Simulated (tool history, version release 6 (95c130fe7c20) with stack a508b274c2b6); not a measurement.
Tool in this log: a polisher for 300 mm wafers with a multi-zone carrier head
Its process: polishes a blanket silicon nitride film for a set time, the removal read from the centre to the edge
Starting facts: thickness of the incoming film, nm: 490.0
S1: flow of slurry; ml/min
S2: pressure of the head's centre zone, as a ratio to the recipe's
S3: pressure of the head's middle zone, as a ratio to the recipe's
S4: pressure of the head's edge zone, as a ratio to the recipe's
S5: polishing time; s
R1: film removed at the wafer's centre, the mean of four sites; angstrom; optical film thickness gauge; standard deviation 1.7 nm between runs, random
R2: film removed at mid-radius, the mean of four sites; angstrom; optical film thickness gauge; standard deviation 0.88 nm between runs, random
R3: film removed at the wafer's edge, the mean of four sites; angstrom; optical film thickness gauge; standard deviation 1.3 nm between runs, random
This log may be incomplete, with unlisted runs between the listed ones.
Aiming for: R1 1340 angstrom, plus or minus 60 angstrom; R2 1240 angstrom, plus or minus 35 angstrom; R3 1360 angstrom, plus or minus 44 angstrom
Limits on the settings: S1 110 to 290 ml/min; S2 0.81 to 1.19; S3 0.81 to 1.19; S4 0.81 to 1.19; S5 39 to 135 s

run 1 day=0 | S1=185 S2=1 S3=1 S4=1 S5=87 | R1=1522.9 R2=1506 R3=1519.2
run 2 day=0.3 | S1=185 S2=1 S3=1.05 S4=1 S5=87 | R1=1484.1 R2=1559.5 R3=1509
run 3 day=0.338 | S1=185 S2=1 S3=1.11 S4=1 S5=87 | R1=1514.4 R2=1620.3 R3=1535
run 4 day=0.425 | S1=185 S2=0.93 S3=1.11 S4=1 S5=87 | R1=1389.5 R2=1629.3 R3=1484.3
run 5 day=0.646 | S1=185 S2=0.98 S3=1.11 S4=1 S5=87 | R1=1478.4 R2=1645.6 R3=1514.5
run 6 day=0.692 | S1=180 S2=0.98 S3=1.08 S4=0.99 S5=87 | R1=1450.3 R2=1614.3 R3=1491
run 7 day=0.733 | S1=180 S2=0.98 S3=1.08 S4=0.99 S5=87 | R1=1427.8 R2=1598.9 R3=1511.4
run 8 day=0.958 | S1=180 S2=0.98 S3=1.05 S4=0.99 S5=86 | R1=1476.1 R2=1524.5 R3=1483.8
run 9 day=1.258 | S1=130 S2=0.88 S3=0.95 S4=1 S5=80 | R1=1138.8 R2=1256.9 R3=1368.4
run 10 day=1.408 | S1=135 S2=0.89 S3=0.94 S4=1 S5=80 | R1=1187.9 R2=1237.3 R3=1340.7
run 11 day=1.767 | S1=140 S2=0.9 S3=0.94 S4=1 S5=80 | R1=1210.8 R2=1263.7 R3=1345.3
run 12 day=1.875 | S1=140 S2=0.91 S3=0.93 S4=1 S5=80 | R1=1214.1 R2=1233.5 R3=1335.7
run 13 day=2.125 | S1=145 S2=0.92 S3=0.93 S4=1 S5=80 | R1=1220.7 R2=1262.5 R3=1359.6
run 14 day=2.183 | S1=145 S2=0.93 S3=0.92 S4=1 S5=80 | R1=1282.8 R2=1253.7 R3=1366.1
run 15 day=2.467 | S1=150 S2=0.94 S3=0.91 S4=0.99 S5=80 | R1=1276 R2=1226.7 R3=1342.5

Which of these 4 next moves meets every target?
run A day=2.75 | S1=150 S2=0.97 S3=0.91 S4=1 S5=81 | R1=? R2=? R3=?
run B day=2.75 | S1=145 S2=0.92 S3=0.96 S4=1.08 S5=77 | R1=? R2=? R3=?
run C day=2.75 | S1=110 S2=0.92 S3=0.86 S4=1.03 S5=85 | R1=? R2=? R3=?
run D day=2.75 | S1=215 S2=0.93 S3=0.94 S4=1.03 S5=75 | R1=? R2=? R3=?

move=A R1=1324.9 R2=1244.3 R3=1387.5
move=B R1=1198.2 R2=1230.4 R3=1363
move=C R1=1251 R2=1180.8 R3=1422.4
move=D R1=1253 R2=1244.7 R3=1351.1
A: every result lands within tolerance
B: lands further from the targets than the last run did
C: lands further from the targets than the last run did
D: lands further from the targets than the last run did
So the answer is move A, the one that meets all the targets.
